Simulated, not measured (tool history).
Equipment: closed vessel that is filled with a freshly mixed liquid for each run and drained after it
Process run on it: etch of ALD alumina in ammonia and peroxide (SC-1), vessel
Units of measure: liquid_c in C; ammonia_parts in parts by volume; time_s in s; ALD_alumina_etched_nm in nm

Run 1, hour 0.0: liquid_c 46.0 C, ammonia_parts 0.60 parts by volume, time_s 285 s. Result: ALD_alumina_etched_nm 6.5842 nm.
Run 2, hour 8.1: liquid_c 44.5 C, ammonia_parts 0.60 parts by volume, time_s 285 s. Result: ALD_alumina_etched_nm 5.9090 nm.
Run 3, hour 13.1: liquid_c 44.5 C, ammonia_parts 0.75 parts by volume, time_s 285 s. Result: ALD_alumina_etched_nm 6.0984 nm.
Run 4, hour 14.5: liquid_c 43.5 C, ammonia_parts 0.75 parts by volume, time_s 285 s. Result: ALD_alumina_etched_nm 5.7892 nm.
Run 5, hour 22.7: liquid_c 42.5 C, ammonia_parts 0.75 parts by volume, time_s 285 s. Result: ALD_alumina_etched_nm 5.4012 nm.
Run 6, hour 25.7: liquid_c 42.5 C, ammonia_parts 0.75 parts by volume, time_s 305 s. Result: ALD_alumina_etched_nm 5.7627 nm.
Run 7, hour 27.6: liquid_c 41.5 C, ammonia_parts 0.75 parts by volume, time_s 305 s. Result: ALD_alumina_etched_nm 5.5374 nm.

The next listed run, before its measurement:
Run 8, hour 31.6: liquid_c 41.0 C, ammonia_parts 0.75 parts by volume, time_s 305 s. Result: ALD_alumina_etched_nm ?.

ALD_alumina_etched_nm: 5.3038 nm
